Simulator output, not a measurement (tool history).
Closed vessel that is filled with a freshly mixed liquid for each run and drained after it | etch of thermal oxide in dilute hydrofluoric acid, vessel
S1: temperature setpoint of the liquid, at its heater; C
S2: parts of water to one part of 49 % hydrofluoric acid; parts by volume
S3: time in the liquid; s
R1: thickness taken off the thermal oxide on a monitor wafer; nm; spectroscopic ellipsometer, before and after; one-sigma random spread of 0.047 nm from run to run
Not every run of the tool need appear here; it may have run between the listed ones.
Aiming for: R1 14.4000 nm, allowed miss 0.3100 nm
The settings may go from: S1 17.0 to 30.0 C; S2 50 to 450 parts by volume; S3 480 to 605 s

run	day	S1	S2	S3	R1
1	0.000	22.0	250	605	8.4750
2	0.325	23.5	240	605	9.3704
3	0.388	25.0	230	605	10.4270
4	0.554	28.0	230	605	11.5840
5	0.621	28.5	225	605	12.1570
6	0.929	30.0	225	605	12.7190
7	1.225	30.0	220	605	13.1190
8	1.592	30.0	215	605	13.5540
9	1.808	30.0	210	605	13.8930
10	2.071	30.0	210	605	13.9330

Which one of the following 4 next-run settings gets every result inside its allowed miss? There is exactly one.
A	2.333	30.0	190	550	?
B	2.333	29.5	210	605	?
C	2.333	27.5	185	550	?
D	2.333	30.0	205	580	?

move	R1
A	14.2810
B	13.6320
C	13.5070
D	13.7030
A: every result within its allowed miss
B: misses by more than the last run did
C: misses by more than the last run did
D: misses by more than the last run did
The right move is A.
